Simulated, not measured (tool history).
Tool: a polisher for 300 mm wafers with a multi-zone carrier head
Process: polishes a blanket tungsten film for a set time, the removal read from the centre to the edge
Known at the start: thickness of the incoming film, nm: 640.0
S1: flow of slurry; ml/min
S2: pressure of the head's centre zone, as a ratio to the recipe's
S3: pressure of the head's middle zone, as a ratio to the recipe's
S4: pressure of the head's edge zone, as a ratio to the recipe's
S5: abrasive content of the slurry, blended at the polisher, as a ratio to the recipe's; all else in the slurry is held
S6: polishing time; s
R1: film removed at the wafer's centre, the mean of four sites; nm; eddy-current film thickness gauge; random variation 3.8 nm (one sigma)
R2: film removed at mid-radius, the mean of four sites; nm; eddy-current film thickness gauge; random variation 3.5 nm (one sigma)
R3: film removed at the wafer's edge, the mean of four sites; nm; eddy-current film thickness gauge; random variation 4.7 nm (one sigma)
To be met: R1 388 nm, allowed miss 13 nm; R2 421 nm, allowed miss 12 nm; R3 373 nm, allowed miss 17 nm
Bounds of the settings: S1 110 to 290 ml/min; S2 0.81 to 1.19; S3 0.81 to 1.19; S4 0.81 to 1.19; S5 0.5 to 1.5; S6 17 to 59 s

run 1 hour=0 | S1=185 S2=1 S3=1 S4=1 S5=1 S6=38 | R1=262 R2=259.41 R3=265.25
run 2 hour=1.9 | S1=185 S2=1 S3=1 S4=0.93 S5=1 S6=38 | R1=261.11 R2=263.92 R3=248.23
run 3 hour=10.3 | S1=185 S2=1.07 S3=1 S4=0.93 S5=1 S6=38 | R1=279.91 R2=259.26 R3=257.28
run 4 hour=13.4 | S1=185 S2=1.07 S3=1 S4=0.93 S5=1 S6=45 | R1=328.89 R2=309.51 R3=300.83
run 5 hour=18.6 | S1=165 S2=1.07 S3=1 S4=0.93 S5=1 S6=45 | R1=324.27 R2=305.58 R3=301.57
run 6 hour=21.3 | S1=165 S2=1.07 S3=1.07 S4=0.93 S5=1 S6=45 | R1=324.6 R2=320.18 R3=300.18
run 7 hour=24.9 | S1=175 S2=1.07 S3=1.09 S4=0.94 S5=1.05 S6=45 | R1=325.66 R2=332.21 R3=303.94
run 8 hour=28.4 | S1=180 S2=1.08 S3=1.1 S4=0.95 S5=1.1 S6=45 | R1=342.59 R2=339.03 R3=312.45
run 9 hour=35.5 | S1=185 S2=1.07 S3=1.11 S4=0.96 S5=1.15 S6=45 | R1=344.27 R2=343.13 R3=310.45
run 10 hour=39.4 | S1=185 S2=0.99 S3=1.17 S4=1.06 S5=1.4 S6=51 | R1=370.02 R2=423.59 R3=389.86

4 next moves are on the table. One of them brings every result within its allowed miss. Which?
run A hour=43.3 | S1=130 S2=1.09 S3=1.19 S4=1.02 S5=1.5 S6=52 | R1=? R2=? R3=?
run B hour=43.3 | S1=175 S2=0.99 S3=1.19 S4=1.15 S5=1.5 S6=51 | R1=? R2=? R3=?
run C hour=43.3 | S1=195 S2=0.9 S3=1.15 S4=0.97 S5=1.5 S6=50 | R1=? R2=? R3=?
run D hour=43.3 | S1=195 S2=0.94 S3=1.18 S4=1.04 S5=1.25 S6=51 | R1=? R2=? R3=?

move=A R1=389.95 R2=418.27 R3=373.44
move=B R1=373.59 R2=437.84 R3=407.45
move=C R1=339.6 R2=424.84 R3=372.32
move=D R1=348.96 R2=427 R3=378.5
A: meets every target
B: further off than the last run
C: further off than the last run
D: further off than the last run
The right move is A.
